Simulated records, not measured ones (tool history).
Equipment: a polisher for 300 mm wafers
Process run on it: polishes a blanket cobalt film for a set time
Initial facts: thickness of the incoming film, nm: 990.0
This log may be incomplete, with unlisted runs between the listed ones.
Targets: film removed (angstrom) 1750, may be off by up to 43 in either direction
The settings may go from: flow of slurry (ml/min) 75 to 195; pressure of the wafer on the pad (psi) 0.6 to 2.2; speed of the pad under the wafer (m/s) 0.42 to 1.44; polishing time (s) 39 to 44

run,hour,flow of slurry (ml/min),pressure of the wafer on the pad (psi),speed of the pad under the wafer (m/s),polishing time (s),film removed (angstrom)
1,0,125,1.4,0.92,44,1244.2
2,1.2,135,1.5,0.92,44,1320.2
3,5.7,110,1.5,0.92,44,1278.4
4,8.3,110,1.5,0.92,39,1145.6
5,10.7,110,1.5,1.12,39,1339
6,12.9,85,1.5,1.12,39,1310.3
7,15.4,100,1.6,1.12,39,1411.5
8,18.7,110,1.6,1.12,39,1440.8
9,25.8,120,1.6,1.12,39,1452
10,28.1,130,1.6,1.12,39,1464
11,33.7,135,1.7,1.12,39,1555.5
12,41.6,140,1.7,1.12,39,1574.3
13,48.6,145,1.7,1.12,39,1574
14,55.4,150,1.7,1.12,39,1575.9
15,57.9,155,1.8,1.12,39,1676.9
16,59.7,160,1.8,1.12,39,1676.5
17,62.3,165,1.8,1.12,39,1683.1

Below are 5 possible settings for the next run. Only one of them brings all results inside the allowed miss of their targets. Which is it?
A,64.9,175,1.6,1.2,39,?
B,64.9,155,1.4,1.44,39,?
C,64.9,155,1.7,1.14,42,?
D,64.9,135,1.6,1.18,41,?
E,64.9,160,1.7,1.26,41,?

move,film removed (angstrom)
A,1610.1
B,1657.5
C,1723
D,1612.1
E,1845
A: further off than the last run
B: further off than the last run
C: all results in spec
D: further off than the last run
E: pushes the last run's worst result past its target
Move C is the one to make.
